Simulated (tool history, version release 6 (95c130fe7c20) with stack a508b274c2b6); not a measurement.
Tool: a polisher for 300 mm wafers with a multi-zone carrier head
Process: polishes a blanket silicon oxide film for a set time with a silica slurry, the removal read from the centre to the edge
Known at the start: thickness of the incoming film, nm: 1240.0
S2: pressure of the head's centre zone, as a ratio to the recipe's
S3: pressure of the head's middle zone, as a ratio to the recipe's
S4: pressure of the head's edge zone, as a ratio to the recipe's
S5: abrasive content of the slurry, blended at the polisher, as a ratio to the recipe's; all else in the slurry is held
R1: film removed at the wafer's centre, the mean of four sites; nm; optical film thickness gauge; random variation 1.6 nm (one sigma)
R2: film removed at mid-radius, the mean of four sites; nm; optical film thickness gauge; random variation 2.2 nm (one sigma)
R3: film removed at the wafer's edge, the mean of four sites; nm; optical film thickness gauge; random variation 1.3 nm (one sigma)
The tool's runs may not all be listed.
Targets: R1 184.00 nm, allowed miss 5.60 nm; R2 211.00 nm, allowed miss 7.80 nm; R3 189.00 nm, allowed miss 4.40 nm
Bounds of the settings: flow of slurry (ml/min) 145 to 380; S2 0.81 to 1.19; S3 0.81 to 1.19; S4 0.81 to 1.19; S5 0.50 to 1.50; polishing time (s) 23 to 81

run 1 hour=0.0 | flow_of_slurry_(ml/min)=245 S2=1.00 S3=1.00 S4=1.00 S5=1.00 polishing_time_(s)=52 | R1=121.26 R2=123.22 R3=121.40
run 2 hour=0.6 | flow_of_slurry_(ml/min)=245 S2=1.00 S3=1.00 S4=1.04 S5=1.00 polishing_time_(s)=52 | R1=121.27 R2=120.32 R3=125.81
run 3 hour=1.8 | flow_of_slurry_(ml/min)=260 S2=1.00 S3=1.05 S4=1.05 S5=1.15 polishing_time_(s)=54 | R1=137.28 R2=140.11 R3=141.76
run 4 hour=5.3 | flow_of_slurry_(ml/min)=230 S2=1.00 S3=1.05 S4=1.05 S5=1.15 polishing_time_(s)=54 | R1=131.54 R2=141.13 R3=139.12
run 5 hour=9.4 | flow_of_slurry_(ml/min)=230 S2=1.00 S3=1.10 S4=1.05 S5=1.15 polishing_time_(s)=54 | R1=133.38 R2=147.66 R3=138.44
run 6 hour=11.9 | flow_of_slurry_(ml/min)=230 S2=1.03 S3=1.10 S4=1.05 S5=1.15 polishing_time_(s)=54 | R1=139.53 R2=144.01 R3=136.47
run 7 hour=13.6 | flow_of_slurry_(ml/min)=245 S2=1.02 S3=1.13 S4=1.05 S5=1.25 polishing_time_(s)=56 | R1=148.41 R2=164.20 R3=148.97
run 8 hour=14.8 | flow_of_slurry_(ml/min)=245 S2=1.02 S3=1.13 S4=1.05 S5=1.25 polishing_time_(s)=56 | R1=148.75 R2=162.57 R3=151.21
run 9 hour=15.9 | flow_of_slurry_(ml/min)=250 S2=1.02 S3=1.15 S4=1.05 S5=1.30 polishing_time_(s)=58 | R1=156.04 R2=175.79 R3=159.19
run 10 hour=21.1 | flow_of_slurry_(ml/min)=255 S2=1.03 S3=1.16 S4=1.06 S5=1.35 polishing_time_(s)=59 | R1=161.36 R2=179.45 R3=165.17
run 11 hour=28.8 | flow_of_slurry_(ml/min)=255 S2=1.03 S3=1.17 S4=1.05 S5=1.40 polishing_time_(s)=60 | R1=169.06 R2=190.14 R3=167.97
run 12 hour=32.5 | flow_of_slurry_(ml/min)=265 S2=1.03 S3=1.18 S4=1.06 S5=1.45 polishing_time_(s)=61 | R1=174.07 R2=196.34 R3=174.96
run 13 hour=38.1 | flow_of_slurry_(ml/min)=265 S2=1.03 S3=1.18 S4=1.07 S5=1.45 polishing_time_(s)=62 | R1=178.36 R2=201.88 R3=179.94
run 14 hour=47.0 | flow_of_slurry_(ml/min)=270 S2=1.03 S3=1.18 S4=1.08 S5=1.45 polishing_time_(s)=62 | R1=179.15 R2=200.83 R3=181.48
run 15 hour=53.1 | flow_of_slurry_(ml/min)=275 S2=1.03 S3=1.18 S4=1.08 S5=1.45 polishing_time_(s)=62 | R1=180.73 R2=199.76 R3=182.30
run 16 hour=59.5 | flow_of_slurry_(ml/min)=275 S2=1.02 S3=1.18 S4=1.08 S5=1.45 polishing_time_(s)=62 | R1=178.10 R2=196.63 R3=181.77
run 17 hour=67.6 | flow_of_slurry_(ml/min)=265 S2=1.02 S3=1.18 S4=1.08 S5=1.45 polishing_time_(s)=63 | R1=179.14 R2=201.90 R3=182.74
run 18 hour=76.0 | flow_of_slurry_(ml/min)=270 S2=1.02 S3=1.18 S4=1.08 S5=1.45 polishing_time_(s)=63 | R1=180.44 R2=205.15 R3=183.76
run 19 hour=77.5 | flow_of_slurry_(ml/min)=275 S2=1.02 S3=1.18 S4=1.08 S5=1.45 polishing_time_(s)=63 | R1=179.18 R2=205.53 R3=183.40

4 next moves are on the table. One of them brings every result within its allowed miss. Which?
run A hour=79.0 | flow_of_slurry_(ml/min)=265 S2=0.98 S3=1.16 S4=1.09 S5=1.35 polishing_time_(s)=61 | R1=? R2=? R3=?
run B hour=79.0 | flow_of_slurry_(ml/min)=260 S2=1.01 S3=1.19 S4=1.01 S5=1.40 polishing_time_(s)=65 | R1=? R2=? R3=?
run C hour=79.0 | flow_of_slurry_(ml/min)=330 S2=1.01 S3=1.13 S4=0.96 S5=1.50 polishing_time_(s)=63 | R1=? R2=? R3=?
run D hour=79.0 | flow_of_slurry_(ml/min)=280 S2=1.01 S3=1.17 S4=1.06 S5=1.45 polishing_time_(s)=65 | R1=? R2=? R3=?

move=A R1=162.74 R2=186.35 R3=172.87
move=B R1=180.98 R2=205.52 R3=179.63
move=C R1=185.20 R2=200.70 R3=178.07
move=D R1=185.22 R2=207.10 R3=187.77
A: further off than the last run
B: further off than the last run
C: further off than the last run
D: meets every target
Move D is the one to make.
